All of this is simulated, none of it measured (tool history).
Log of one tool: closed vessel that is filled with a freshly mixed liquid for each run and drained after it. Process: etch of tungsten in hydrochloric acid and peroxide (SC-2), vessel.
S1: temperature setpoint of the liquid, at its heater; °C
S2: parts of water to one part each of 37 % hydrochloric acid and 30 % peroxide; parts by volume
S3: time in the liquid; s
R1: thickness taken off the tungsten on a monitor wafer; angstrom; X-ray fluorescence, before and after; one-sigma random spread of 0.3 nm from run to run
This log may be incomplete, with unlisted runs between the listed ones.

run 1 hour=0 | S1=50 S2=5.5 S3=100 | R1=343.36
run 2 hour=3.5 | S1=50 S2=5.5 S3=100 | R1=337.79
run 3 hour=9.2 | S1=50.5 S2=5.5 S3=100 | R1=353.14
run 4 hour=10 | S1=50.5 S2=5.5 S3=100 | R1=351.55
run 5 hour=16.9 | S1=51 S2=5.5 S3=100 | R1=360.27
run 6 hour=18.5 | S1=51 S2=5.5 S3=105 | R1=378.29

Forecast run 7:
run 7 hour=27.8 | S1=51.5 S2=5.5 S3=105 | R1=?

{"run 7": {"R1": 393.17}}

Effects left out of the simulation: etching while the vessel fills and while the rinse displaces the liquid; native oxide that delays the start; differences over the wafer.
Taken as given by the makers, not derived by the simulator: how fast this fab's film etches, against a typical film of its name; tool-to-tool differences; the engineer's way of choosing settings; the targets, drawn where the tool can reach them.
